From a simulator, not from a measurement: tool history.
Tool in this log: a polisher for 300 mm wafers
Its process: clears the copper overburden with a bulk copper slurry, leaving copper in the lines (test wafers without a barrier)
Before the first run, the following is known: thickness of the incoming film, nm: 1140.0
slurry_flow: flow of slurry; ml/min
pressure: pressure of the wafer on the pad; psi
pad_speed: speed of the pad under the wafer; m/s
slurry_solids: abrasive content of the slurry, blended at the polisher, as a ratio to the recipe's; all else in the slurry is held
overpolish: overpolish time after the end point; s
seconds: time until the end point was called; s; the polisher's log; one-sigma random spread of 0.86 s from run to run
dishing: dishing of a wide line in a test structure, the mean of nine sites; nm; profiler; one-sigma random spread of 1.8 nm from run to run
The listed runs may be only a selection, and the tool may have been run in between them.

| run | hour | slurry_flow | pressure | pad_speed | slurry_solids | overpolish | seconds | dishing |
|---|---|---|---|---|---|---|---|---|
| 1 | 0.0 | 175 | 2.3 | 1.42 | 1.00 | 10 | 103.950 | 59.412 |
| 2 | 6.3 | 175 | 2.3 | 1.42 | 0.85 | 10 | 108.000 | 58.040 |
| 3 | 8.3 | 205 | 2.3 | 1.42 | 0.85 | 10 | 106.160 | 60.160 |
| 4 | 12.5 | 205 | 2.5 | 1.42 | 0.85 | 11 | 97.512 | 68.658 |
| 5 | 16.4 | 205 | 2.6 | 1.42 | 0.85 | 12 | 93.187 | 74.201 |
| 6 | 21.1 | 205 | 2.6 | 1.42 | 0.85 | 10 | 94.347 | 65.793 |
| 7 | 25.4 | 205 | 2.7 | 1.42 | 0.85 | 11 | 91.059 | 71.398 |
| 8 | 27.3 | 205 | 2.8 | 1.42 | 0.85 | 12 | 88.149 | 76.963 |
| 9 | 30.3 | 210 | 2.9 | 1.42 | 0.85 | 13 | 84.609 | 85.364 |

What does the tool deliver on the next run?
| 10 | 31.0 | 215 | 3.0 | 1.42 | 0.85 | 14 | ? | ? |

seconds: 81.505 s
dishing: 87.537 nm
